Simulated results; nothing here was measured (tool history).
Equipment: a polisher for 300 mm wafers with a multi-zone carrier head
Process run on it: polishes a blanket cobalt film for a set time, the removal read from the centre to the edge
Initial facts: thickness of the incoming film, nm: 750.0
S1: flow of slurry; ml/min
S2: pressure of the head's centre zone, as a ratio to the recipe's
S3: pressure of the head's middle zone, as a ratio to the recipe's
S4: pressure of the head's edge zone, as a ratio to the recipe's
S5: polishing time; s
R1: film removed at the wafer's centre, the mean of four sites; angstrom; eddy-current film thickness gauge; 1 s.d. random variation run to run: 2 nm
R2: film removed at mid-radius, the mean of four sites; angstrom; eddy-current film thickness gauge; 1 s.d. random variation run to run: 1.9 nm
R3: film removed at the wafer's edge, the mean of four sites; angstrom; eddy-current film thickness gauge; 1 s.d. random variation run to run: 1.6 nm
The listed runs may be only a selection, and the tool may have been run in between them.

run 1 hour=0 | S1=260 S2=1 S3=1 S4=1 S5=60 | R1=2730.5 R2=2791.9 R3=2674
run 2 hour=3.2 | S1=260 S2=0.99 S3=1 S4=0.97 S5=57 | R1=2601.2 R2=2619.3 R3=2537.9
run 3 hour=9.9 | S1=260 S2=0.98 S3=1.02 S4=0.95 S5=54 | R1=2414.7 R2=2543.4 R3=2367.5
run 4 hour=10.5 | S1=260 S2=0.98 S3=1.1 S4=0.95 S5=54 | R1=2427.5 R2=2671.1 R3=2371.4
run 5 hour=13.4 | S1=255 S2=0.97 S3=1.09 S4=0.93 S5=52 | R1=2321.8 R2=2590.5 R3=2266.8
run 6 hour=14.1 | S1=210 S2=0.97 S3=1.09 S4=0.93 S5=52 | R1=2248.5 R2=2528.4 R3=2206.7
run 7 hour=21 | S1=205 S2=0.96 S3=1.07 S4=0.92 S5=51 | R1=2198.1 R2=2443.3 R3=2132.6

Run 8 has not been measured yet. What should we expect?
run 8 hour=25.1 | S1=200 S2=0.94 S3=1.05 S4=0.91 S5=50 | R1=? R2=? R3=?

{"run 8": {"R1": 2053.1, "R2": 2328.4, "R3": 2075.9}}
